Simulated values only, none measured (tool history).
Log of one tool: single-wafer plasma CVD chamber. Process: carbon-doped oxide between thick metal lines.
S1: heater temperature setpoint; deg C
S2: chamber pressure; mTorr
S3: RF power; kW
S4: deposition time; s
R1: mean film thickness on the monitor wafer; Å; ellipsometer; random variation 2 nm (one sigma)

{"run": 1, "day": 0.0, "S1": 340, "S2": 6660, "S3": 0.475, "S4": 161, "R1": 7390.7}
{"run": 2, "day": 0.104, "S1": 340, "S2": 6660, "S3": 0.505, "S4": 161, "R1": 7648.9}
{"run": 3, "day": 0.167, "S1": 332, "S2": 6660, "S3": 0.505, "S4": 161, "R1": 7807.3}
{"run": 4, "day": 0.342, "S1": 332, "S2": 6110, "S3": 0.505, "S4": 161, "R1": 7802.1}
{"run": 5, "day": 0.521, "S1": 341, "S2": 6110, "S3": 0.505, "S4": 161, "R1": 7537.6}
{"run": 6, "day": 0.608, "S1": 343, "S2": 5920, "S3": 0.5, "S4": 161, "R1": 7500.1}
{"run": 7, "day": 0.858, "S1": 345, "S2": 5840, "S3": 0.495, "S4": 161, "R1": 7367.5}
{"run": 8, "day": 0.917, "S1": 347, "S2": 5710, "S3": 0.49, "S4": 161, "R1": 7262.5}
{"run": 9, "day": 1.133, "S1": 349, "S2": 5600, "S3": 0.485, "S4": 161, "R1": 7192.3}
{"run": 10, "day": 1.404, "S1": 350, "S2": 5510, "S3": 0.48, "S4": 161, "R1": 7114.0}
{"run": 11, "day": 1.642, "S1": 351, "S2": 5430, "S3": 0.48, "S4": 161, "R1": 7089.7}
{"run": 12, "day": 1.992, "S1": 352, "S2": 5360, "S3": 0.48, "S4": 161, "R1": 7026.6}
{"run": 13, "day": 2.196, "S1": 352, "S2": 5360, "S3": 0.48, "S4": 161, "R1": 7045.8}
{"run": 14, "day": 2.458, "S1": 353, "S2": 5300, "S3": 0.48, "S4": 161, "R1": 7018.7}
{"run": 15, "day": 2.612, "S1": 354, "S2": 5240, "S3": 0.48, "S4": 161, "R1": 6978.9}

Run 16 comes next. What will it give?
{"run": 16, "day": 2.812, "S1": 354, "S2": 5240, "S3": 0.48, "S4": 161, "R1": "?"}

R1: 6956.7 Å

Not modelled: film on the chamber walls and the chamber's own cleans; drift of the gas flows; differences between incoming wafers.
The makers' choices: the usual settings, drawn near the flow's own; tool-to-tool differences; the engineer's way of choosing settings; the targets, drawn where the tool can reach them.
